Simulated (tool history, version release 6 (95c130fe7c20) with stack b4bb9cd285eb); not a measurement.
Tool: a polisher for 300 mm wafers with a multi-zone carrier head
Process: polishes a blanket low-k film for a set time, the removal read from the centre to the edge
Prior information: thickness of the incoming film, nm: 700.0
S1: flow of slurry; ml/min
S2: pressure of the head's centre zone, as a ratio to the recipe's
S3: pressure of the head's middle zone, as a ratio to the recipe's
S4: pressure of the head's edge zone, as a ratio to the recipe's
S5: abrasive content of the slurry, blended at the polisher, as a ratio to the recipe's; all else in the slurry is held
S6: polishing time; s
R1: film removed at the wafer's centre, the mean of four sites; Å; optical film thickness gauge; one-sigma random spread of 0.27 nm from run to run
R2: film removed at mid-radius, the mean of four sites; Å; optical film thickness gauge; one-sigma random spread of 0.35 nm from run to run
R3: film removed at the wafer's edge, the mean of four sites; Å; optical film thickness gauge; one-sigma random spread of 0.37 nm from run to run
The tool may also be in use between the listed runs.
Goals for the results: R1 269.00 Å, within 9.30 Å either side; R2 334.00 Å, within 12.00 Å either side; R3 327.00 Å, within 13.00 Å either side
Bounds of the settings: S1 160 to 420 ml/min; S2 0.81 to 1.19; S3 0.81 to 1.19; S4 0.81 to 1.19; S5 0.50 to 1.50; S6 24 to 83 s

run	day	S1	S2	S3	S4	S5	S6	R1	R2	R3
1	0.000	270	1.00	1.00	1.00	1.00	53	234.08	237.16	245.92
2	0.154	270	1.00	0.95	1.00	1.00	53	235.56	230.98	244.97
3	0.242	275	0.99	0.99	1.01	1.10	53	241.57	247.57	256.62
4	0.275	275	0.91	0.99	1.01	1.10	53	221.66	245.56	261.93
5	0.433	280	0.91	1.02	1.03	1.15	53	226.71	260.79	263.36
6	0.650	280	0.91	1.02	1.03	1.15	47	200.69	230.32	237.07
7	0.800	280	0.91	1.03	1.04	1.20	49	211.89	245.39	252.83
8	1.042	280	0.91	1.04	1.05	1.25	50	222.09	256.17	259.65
9	1.325	285	0.90	1.05	1.06	1.30	51	223.92	266.29	266.27

Pick the move, out of 4, that brings all results within their allowed miss; only one does.
A	1.608	215	0.90	1.11	1.08	1.50	60	?	?	?
B	1.608	375	1.02	1.19	0.99	1.50	53	?	?	?
C	1.608	280	0.81	0.98	1.10	1.30	60	?	?	?
D	1.608	260	0.89	0.91	1.08	1.20	69	?	?	?

move	R1	R2	R3
A	270.45	334.50	335.27
B	288.22	329.41	295.53
C	238.44	297.60	329.04
D	289.84	311.57	361.81
A: every result lands within tolerance
B: brings the result that was furthest off to its target, and leaves another outside
C: moves toward the targets from the last run without getting all of them in spec
D: moves toward the targets from the last run without getting all of them in spec
Go with A: it meets all targets.
